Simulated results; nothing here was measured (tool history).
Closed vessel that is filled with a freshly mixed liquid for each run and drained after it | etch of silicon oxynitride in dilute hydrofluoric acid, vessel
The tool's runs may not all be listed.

run  hour  temperature setpoint of the liquid (K)  parts of water to one part of 49 % hydrofluoric acid (parts by volume)  time in the liquid (s)  thickness taken off the silicon oxynitride on a monitor wafer (Å)
  1   0.0                                  299.15                                                                     275                     490                                                             71.396
  2   7.5                                  300.15                                                                     275                     490                                                             76.230
  3  16.2                                  300.65                                                                     270                     490                                                             77.963
  4  21.9                                  298.15                                                                     270                     490                                                             71.088
  5  25.5                                  298.15                                                                     270                     490                                                             70.417
  6  31.0                                  299.15                                                                     265                     490                                                             74.863
  7  33.8                                  300.15                                                                     260                     490                                                             81.165
  8  42.6                                  300.65                                                                     255                     490                                                             82.967
  9  51.0                                  301.15                                                                     250                     490                                                             87.488
 10  53.6                                  301.65                                                                     245                     490                                                             93.684
 11  57.5                                  302.15                                                                     240                     490                                                             96.553
 12  61.6                                  306.15                                                                     190                     490                                                            150.530

Forecast run 13:
 13  63.6                                  305.15                                                                     190                     490                                                                  ?

thickness taken off the silicon oxynitride on a monitor wafer (Å): 142.570

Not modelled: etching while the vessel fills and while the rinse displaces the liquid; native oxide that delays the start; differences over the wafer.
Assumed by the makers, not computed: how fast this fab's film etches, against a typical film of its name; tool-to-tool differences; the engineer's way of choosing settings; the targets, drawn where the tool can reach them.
